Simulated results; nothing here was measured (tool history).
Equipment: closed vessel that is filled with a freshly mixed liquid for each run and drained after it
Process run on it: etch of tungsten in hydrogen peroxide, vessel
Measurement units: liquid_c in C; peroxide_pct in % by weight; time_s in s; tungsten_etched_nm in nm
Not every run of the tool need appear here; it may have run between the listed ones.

run,day,liquid_c,peroxide_pct,time_s,tungsten_etched_nm
1,0.000,51.0,20.0,35,40.166
2,0.254,50.0,20.0,35,37.867
3,0.542,50.0,20.0,35,37.716
4,0.708,53.5,20.0,35,46.848
5,0.900,52.0,20.0,35,42.856
6,1.038,47.5,20.0,35,32.848

What does the tool deliver on the next run?
7,1.421,47.0,20.0,35,?

Run 7 produced tungsten_etched_nm 31.631 nm.

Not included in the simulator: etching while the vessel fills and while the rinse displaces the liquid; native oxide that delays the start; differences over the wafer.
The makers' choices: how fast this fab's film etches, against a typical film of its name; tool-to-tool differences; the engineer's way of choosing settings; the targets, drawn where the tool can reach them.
